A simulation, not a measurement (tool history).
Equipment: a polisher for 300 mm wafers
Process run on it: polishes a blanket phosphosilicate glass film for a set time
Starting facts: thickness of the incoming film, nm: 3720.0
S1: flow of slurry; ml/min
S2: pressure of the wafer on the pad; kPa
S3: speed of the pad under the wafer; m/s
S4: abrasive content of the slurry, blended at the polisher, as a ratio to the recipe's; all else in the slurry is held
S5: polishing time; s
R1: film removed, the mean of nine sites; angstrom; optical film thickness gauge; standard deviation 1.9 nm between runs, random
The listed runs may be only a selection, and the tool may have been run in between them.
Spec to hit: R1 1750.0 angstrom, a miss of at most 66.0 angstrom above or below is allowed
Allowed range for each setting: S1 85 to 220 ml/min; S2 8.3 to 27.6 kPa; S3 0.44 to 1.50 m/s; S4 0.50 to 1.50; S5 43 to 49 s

Run 1, hour 0.0: S1 140 ml/min, S2 17.9 kPa, S3 0.96 m/s, S4 1.00, S5 49 s. Result: R1 3136.2 angstrom.
Run 2, hour 2.2: S1 140 ml/min, S2 17.9 kPa, S3 0.96 m/s, S4 0.85, S5 49 s. Result: R1 2845.2 angstrom.
Run 3, hour 10.2: S1 140 ml/min, S2 22.1 kPa, S3 0.96 m/s, S4 0.85, S5 49 s. Result: R1 3532.8 angstrom.
Run 4, hour 18.5: S1 135 ml/min, S2 17.9 kPa, S3 0.94 m/s, S4 0.85, S5 49 s. Result: R1 2869.4 angstrom.
Run 5, hour 21.5: S1 135 ml/min, S2 17.9 kPa, S3 0.72 m/s, S4 0.85, S5 49 s. Result: R1 2249.1 angstrom.
Run 6, hour 25.3: S1 135 ml/min, S2 20.7 kPa, S3 0.72 m/s, S4 0.85, S5 49 s. Result: R1 2616.8 angstrom.
Run 7, hour 29.7: S1 135 ml/min, S2 18.6 kPa, S3 0.72 m/s, S4 0.85, S5 49 s. Result: R1 2383.1 angstrom.
Run 8, hour 34.3: S1 135 ml/min, S2 18.6 kPa, S3 0.72 m/s, S4 0.85, S5 49 s. Result: R1 2396.4 angstrom.
Run 9, hour 41.9: S1 135 ml/min, S2 16.5 kPa, S3 0.72 m/s, S4 0.85, S5 49 s. Result: R1 2176.1 angstrom.
Run 10, hour 46.5: S1 135 ml/min, S2 15.2 kPa, S3 0.72 m/s, S4 0.85, S5 49 s. Result: R1 1984.6 angstrom.
Run 11, hour 53.6: S1 135 ml/min, S2 14.5 kPa, S3 0.72 m/s, S4 0.85, S5 49 s. Result: R1 1890.2 angstrom.

Next run, 4 choices. One meets every target within its allowed miss, the rest don't. Which?
Run A, hour 60.7: S1 155 ml/min, S2 16.5 kPa, S3 0.66 m/s, S4 0.95, S5 48 s. Result: R1 ?.
Run B, hour 60.7: S1 90 ml/min, S2 13.8 kPa, S3 0.86 m/s, S4 0.80, S5 48 s. Result: R1 ?.
Run C, hour 60.7: S1 125 ml/min, S2 18.6 kPa, S3 0.72 m/s, S4 0.70, S5 47 s. Result: R1 ?.
Run D, hour 60.7: S1 140 ml/min, S2 16.5 kPa, S3 0.76 m/s, S4 0.70, S5 49 s. Result: R1 ?.

move      R1
   A  2122.8
   B  1760.0
   C  2029.2
   D  2019.1
A: misses by more than the last run did
B: in spec on every target
C: misses by more than the last run did
D: misses by more than the last run did
Correct choice: B, which meets every target
